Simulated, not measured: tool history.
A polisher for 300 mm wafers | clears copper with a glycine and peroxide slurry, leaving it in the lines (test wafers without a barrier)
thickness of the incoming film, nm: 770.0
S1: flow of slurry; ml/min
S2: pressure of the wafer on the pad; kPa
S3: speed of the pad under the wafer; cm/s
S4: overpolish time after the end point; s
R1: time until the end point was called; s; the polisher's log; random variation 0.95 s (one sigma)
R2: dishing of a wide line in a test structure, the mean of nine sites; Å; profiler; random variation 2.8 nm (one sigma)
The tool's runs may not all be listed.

run	hour	S1	S2	S3	S4	R1	R2
1	0.0	255	17.2	118	22	145.520	783.83
2	8.8	255	13.8	118	22	174.390	673.97
3	13.2	255	13.8	88	22	214.290	576.74
4	20.7	290	13.8	88	22	208.230	554.56
5	22.3	290	13.8	110	22	176.920	625.91
6	30.5	295	15.9	112	23	159.530	754.47
7	38.8	300	17.9	114	23	142.790	843.74
8	42.3	305	22.8	134	22	99.524	984.35

Forecast run 9:
9	43.2	305	23.4	134	23	?	?

Run 9 gave R1 96.147 s, R2 1120.70 Å.

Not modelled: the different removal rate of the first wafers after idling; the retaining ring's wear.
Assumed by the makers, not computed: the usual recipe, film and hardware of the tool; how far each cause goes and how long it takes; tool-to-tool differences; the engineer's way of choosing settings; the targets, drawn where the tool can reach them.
